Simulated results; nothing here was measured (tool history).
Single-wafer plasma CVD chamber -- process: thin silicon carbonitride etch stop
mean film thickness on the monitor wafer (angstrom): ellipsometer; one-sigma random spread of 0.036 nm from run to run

run	day	RF power (W)	deposition time (s)	mean film thickness on the monitor wafer (angstrom)
1	0.000	215	27.8	152.58
2	0.208	190	27.8	146.22
3	0.400	190	29.5	154.88
4	0.500	175	29.4	150.46
5	0.754	190	29.4	155.07
6	0.875	210	29.4	160.17
7	1.167	210	29.4	159.52

Forecast run 8:
8	1.292	190	29.2	?

mean film thickness on the monitor wafer (angstrom): 153.74
